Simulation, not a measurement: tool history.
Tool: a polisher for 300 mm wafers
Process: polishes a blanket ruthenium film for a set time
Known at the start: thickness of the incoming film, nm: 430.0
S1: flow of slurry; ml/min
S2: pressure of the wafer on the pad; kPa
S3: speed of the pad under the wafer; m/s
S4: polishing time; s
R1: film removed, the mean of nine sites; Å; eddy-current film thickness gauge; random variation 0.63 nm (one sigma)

run,hour,S1,S2,S3,S4,R1
1,0.0,315,12.4,0.92,66,672.83
2,7.5,315,12.4,0.76,66,579.02
3,16.3,375,12.4,0.76,66,589.62
4,20.1,375,12.4,0.76,69,609.88
5,26.9,375,12.4,0.94,69,734.15
6,34.1,435,12.4,0.94,69,742.58

Run 7 comes next. What will it give?
7,38.5,435,13.1,0.94,69,?

{"run 7": {"R1": 776.5}}

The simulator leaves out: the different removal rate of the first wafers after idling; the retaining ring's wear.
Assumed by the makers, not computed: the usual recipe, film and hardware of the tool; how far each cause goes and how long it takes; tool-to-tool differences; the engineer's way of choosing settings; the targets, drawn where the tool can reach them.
